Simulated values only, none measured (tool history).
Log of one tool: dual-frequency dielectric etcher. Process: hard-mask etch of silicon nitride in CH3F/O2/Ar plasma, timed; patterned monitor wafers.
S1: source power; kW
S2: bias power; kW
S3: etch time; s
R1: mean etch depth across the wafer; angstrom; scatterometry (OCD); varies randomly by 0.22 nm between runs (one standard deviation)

run 1 hour=0.0 | S1=0.310 S2=0.085 S3=147 | R1=943.16
run 2 hour=4.5 | S1=0.290 S2=0.085 S3=147 | R1=917.69
run 3 hour=9.9 | S1=0.290 S2=0.093 S3=147 | R1=950.84
run 4 hour=16.8 | S1=0.290 S2=0.093 S3=147 | R1=951.90
run 5 hour=20.0 | S1=0.340 S2=0.093 S3=147 | R1=1009.00
run 6 hour=22.4 | S1=0.340 S2=0.093 S3=134 | R1=923.55
run 7 hour=27.0 | S1=0.320 S2=0.092 S3=134 | R1=898.59

Predict the results of run 8:
run 8 hour=35.0 | S1=0.310 S2=0.092 S3=134 | R1=?

{"run 8": {"R1": 887.46}}
